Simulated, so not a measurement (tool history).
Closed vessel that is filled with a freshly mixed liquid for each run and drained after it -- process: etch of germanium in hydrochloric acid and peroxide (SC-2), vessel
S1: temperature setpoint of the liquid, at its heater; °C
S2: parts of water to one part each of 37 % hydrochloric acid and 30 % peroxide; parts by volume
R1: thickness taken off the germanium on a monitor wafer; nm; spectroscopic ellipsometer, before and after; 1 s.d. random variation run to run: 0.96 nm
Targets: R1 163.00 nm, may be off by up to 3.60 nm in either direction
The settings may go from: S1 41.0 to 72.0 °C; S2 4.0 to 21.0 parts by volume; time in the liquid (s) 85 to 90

Run 1, hour 0.0: S1 57.0 °C, S2 11.5 parts by volume, time in the liquid (s) 85. Result: R1 206.54 nm.
Run 2, hour 3.4: S1 57.0 °C, S2 15.5 parts by volume, time in the liquid (s) 85. Result: R1 200.90 nm.
Run 3, hour 8.5: S1 57.0 °C, S2 17.0 parts by volume, time in the liquid (s) 85. Result: R1 197.98 nm.
Run 4, hour 15.5: S1 52.0 °C, S2 17.0 parts by volume, time in the liquid (s) 85. Result: R1 167.91 nm.
Run 5, hour 20.3: S1 52.0 °C, S2 14.5 parts by volume, time in the liquid (s) 85. Result: R1 172.28 nm.
Run 6, hour 21.4: S1 52.0 °C, S2 11.5 parts by volume, time in the liquid (s) 85. Result: R1 180.63 nm.
Run 7, hour 26.9: S1 51.0 °C, S2 11.5 parts by volume, time in the liquid (s) 85. Result: R1 172.62 nm.
Run 8, hour 34.4: S1 50.5 °C, S2 11.5 parts by volume, time in the liquid (s) 85. Result: R1 169.23 nm.
Run 9, hour 41.9: S1 50.0 °C, S2 11.5 parts by volume, time in the liquid (s) 85. Result: R1 169.27 nm.

Exactly one of the 4 candidate moves below puts every result within its allowed miss. Which one?
Run A, hour 49.4: S1 49.5 °C, S2 13.5 parts by volume, time in the liquid (s) 85. Result: R1 ?.
Run B, hour 49.4: S1 48.5 °C, S2 8.5 parts by volume, time in the liquid (s) 90. Result: R1 ?.
Run C, hour 49.4: S1 50.5 °C, S2 17.0 parts by volume, time in the liquid (s) 90. Result: R1 ?.
Run D, hour 49.4: S1 51.5 °C, S2 11.5 parts by volume, time in the liquid (s) 85. Result: R1 ?.

move      R1
   A  164.12
   B  176.55
   C  172.98
   D  178.15
A: in spec on every target
B: lands further from the targets than the last run did
C: lands further from the targets than the last run did
D: lands further from the targets than the last run did
Answer: A

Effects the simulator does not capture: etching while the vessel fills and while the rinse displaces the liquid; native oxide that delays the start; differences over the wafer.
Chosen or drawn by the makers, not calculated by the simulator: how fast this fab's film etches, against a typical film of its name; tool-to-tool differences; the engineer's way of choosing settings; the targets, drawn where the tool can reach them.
